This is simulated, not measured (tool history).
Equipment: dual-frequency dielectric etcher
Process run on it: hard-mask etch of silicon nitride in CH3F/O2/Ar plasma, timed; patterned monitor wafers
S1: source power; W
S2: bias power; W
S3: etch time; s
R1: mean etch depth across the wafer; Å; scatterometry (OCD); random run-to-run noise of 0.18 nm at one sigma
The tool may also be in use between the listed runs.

{"run": 1, "hour": 0.0, "S1": 280, "S2": 64, "S3": 119, "R1": 630.01}
{"run": 2, "hour": 2.9, "S1": 270, "S2": 63, "S3": 118.5, "R1": 617.44}
{"run": 3, "hour": 9.2, "S1": 290, "S2": 63, "S3": 118.5, "R1": 635.22}
{"run": 4, "hour": 18.1, "S1": 280, "S2": 62, "S3": 118, "R1": 619.98}
{"run": 5, "hour": 26.5, "S1": 270, "S2": 61, "S3": 118, "R1": 612.6}
{"run": 6, "hour": 35.3, "S1": 260, "S2": 60, "S3": 117.5, "R1": 597.82}

For run 7, what comes out?
{"hour": 41.1, "done": "bias power generator calibrated"}
{"run": 7, "hour": 41.1, "S1": 250, "S2": 59, "S3": 117.5, "R1": "?"}

R1: 590.79 Å
